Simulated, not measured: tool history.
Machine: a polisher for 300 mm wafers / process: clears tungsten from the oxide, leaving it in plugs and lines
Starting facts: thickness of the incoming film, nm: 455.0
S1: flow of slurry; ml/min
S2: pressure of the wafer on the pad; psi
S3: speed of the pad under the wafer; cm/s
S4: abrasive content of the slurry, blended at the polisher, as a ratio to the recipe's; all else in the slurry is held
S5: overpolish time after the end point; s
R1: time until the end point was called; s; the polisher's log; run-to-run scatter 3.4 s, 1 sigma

run	hour	S1	S2	S3	S4	S5	R1
1	0	155	3.7	82	1	15	126.97
2	2	155	3.7	82	1.1	15	125.52
3	5.3	155	3.4	82	1.1	15	133.71
4	10.2	155	3.1	82	1.1	15	149.53
5	18.8	155	3.1	82	1.25	15	140.27
6	25.6	155	3.1	68	1.25	15	161.98

For run 7, what comes out?
7	30.9	155	3	68	1.25	15	?

{"run 7": {"R1": 167.38}}
